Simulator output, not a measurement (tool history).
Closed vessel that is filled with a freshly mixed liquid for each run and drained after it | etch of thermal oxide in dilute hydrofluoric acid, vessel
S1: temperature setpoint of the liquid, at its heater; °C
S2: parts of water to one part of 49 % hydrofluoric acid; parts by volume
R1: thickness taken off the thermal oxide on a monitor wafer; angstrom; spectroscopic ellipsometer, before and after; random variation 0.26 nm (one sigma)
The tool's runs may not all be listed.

Run 1, hour 0.0: S1 20.0 °C, S2 165 parts by volume, time in the liquid (s) 925. Result: R1 197.79 angstrom.
Run 2, hour 6.7: S1 22.5 °C, S2 150 parts by volume, time in the liquid (s) 925. Result: R1 241.38 angstrom.
Run 3, hour 14.9: S1 24.0 °C, S2 140 parts by volume, time in the liquid (s) 925. Result: R1 279.08 angstrom.
Run 4, hour 24.1: S1 21.5 °C, S2 140 parts by volume, time in the liquid (s) 925. Result: R1 252.74 angstrom.
Run 5, hour 25.5: S1 21.5 °C, S2 140 parts by volume, time in the liquid (s) 725. Result: R1 198.16 angstrom.
Run 6, hour 31.3: S1 21.5 °C, S2 95 parts by volume, time in the liquid (s) 725. Result: R1 307.45 angstrom.
Run 7, hour 40.6: S1 22.5 °C, S2 95 parts by volume, time in the liquid (s) 725. Result: R1 323.15 angstrom.
Run 8, hour 42.3: S1 23.0 °C, S2 95 parts by volume, time in the liquid (s) 725. Result: R1 328.86 angstrom.

Run 9 comes next. What will it give?
Run 9, hour 47.7: S1 23.5 °C, S2 95 parts by volume, time in the liquid (s) 725. Result: R1 ?.

Run 9 gave R1 332.33 angstrom.
